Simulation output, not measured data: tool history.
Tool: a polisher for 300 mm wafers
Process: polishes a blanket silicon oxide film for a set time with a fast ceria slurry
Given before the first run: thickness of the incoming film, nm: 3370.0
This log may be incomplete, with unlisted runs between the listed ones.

| run | hour | flow of slurry (ml/min) | pressure of the wafer on the pad (psi) | speed of the pad under the wafer (m/s) | polishing time (s) | film removed (nm) |
|---|---|---|---|---|---|---|
| 1 | 0.0 | 275 | 2.2 | 1.16 | 76 | 1198.80 |
| 2 | 3.3 | 235 | 2.2 | 1.16 | 76 | 1174.30 |
| 3 | 9.2 | 235 | 2.2 | 1.30 | 76 | 1302.70 |
| 4 | 9.8 | 235 | 2.5 | 1.30 | 76 | 1477.00 |
| 5 | 11.5 | 230 | 2.1 | 1.18 | 76 | 1135.90 |
| 6 | 13.8 | 225 | 1.8 | 1.10 | 76 | 921.99 |
|  | 17.5 | head pressure recalibrated |
| 7 | 17.5 | 220 | 1.6 | 1.06 | 76 | 698.88 |

The next listed run, before its measurement:
| 8 | 24.4 | 215 | 1.5 | 1.06 | 76 | ? |

film removed (nm): 669.02

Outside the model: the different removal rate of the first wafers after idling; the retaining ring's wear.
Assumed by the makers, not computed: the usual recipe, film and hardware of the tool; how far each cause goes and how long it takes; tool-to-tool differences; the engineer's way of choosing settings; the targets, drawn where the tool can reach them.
